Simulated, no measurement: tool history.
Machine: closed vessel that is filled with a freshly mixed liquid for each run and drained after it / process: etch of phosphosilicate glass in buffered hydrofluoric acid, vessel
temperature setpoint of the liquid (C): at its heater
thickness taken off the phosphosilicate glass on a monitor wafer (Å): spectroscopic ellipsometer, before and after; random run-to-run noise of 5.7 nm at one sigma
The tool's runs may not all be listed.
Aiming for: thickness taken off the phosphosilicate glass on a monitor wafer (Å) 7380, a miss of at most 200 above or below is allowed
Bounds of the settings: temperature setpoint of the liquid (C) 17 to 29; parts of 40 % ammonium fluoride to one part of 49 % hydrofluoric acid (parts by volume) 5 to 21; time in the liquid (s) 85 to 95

run,hour,temperature setpoint of the liquid (C),parts of 40 % ammonium fluoride to one part of 49 % hydrofluoric acid (parts by volume),time in the liquid (s),thickness taken off the phosphosilicate glass on a monitor wafer (Å)
1,0,21,13,85,3686.2
2,3.6,18,13,85,3128.1
3,12.5,21,12,85,3934.6
4,16.5,21,12,85,3976.5
5,19.8,21,15,85,3221.6
6,21.7,23.5,13.5,85,4032
7,23.7,25,12,85,4992.5
# hour 28.6: hydrofluoric acid flow meter replaced
8,28.6,26,11.5,85,6034.3
9,36.2,27,11.5,85,6478.8
10,45.5,27.5,11.5,85,6673.2

Which one of the following 5 next-run settings gets every result inside its allowed miss? There is exactly one.
A,54.8,29,12,95,?
B,54.8,29,12.5,95,?
C,54.8,29,11,90,?
D,54.8,28.5,10,85,?
E,54.8,25.5,8.5,85,?

move,thickness taken off the phosphosilicate glass on a monitor wafer (Å)
A,7729.6
B,7427.5
C,7971
D,8043.7
E,7789.5
A: takes the biggest miss from the last run beyond its target
B: hits every target within its allowed miss
C: takes the biggest miss from the last run beyond its target
D: takes the biggest miss from the last run beyond its target
E: takes the biggest miss from the last run beyond its target
Correct choice: B, which meets every target

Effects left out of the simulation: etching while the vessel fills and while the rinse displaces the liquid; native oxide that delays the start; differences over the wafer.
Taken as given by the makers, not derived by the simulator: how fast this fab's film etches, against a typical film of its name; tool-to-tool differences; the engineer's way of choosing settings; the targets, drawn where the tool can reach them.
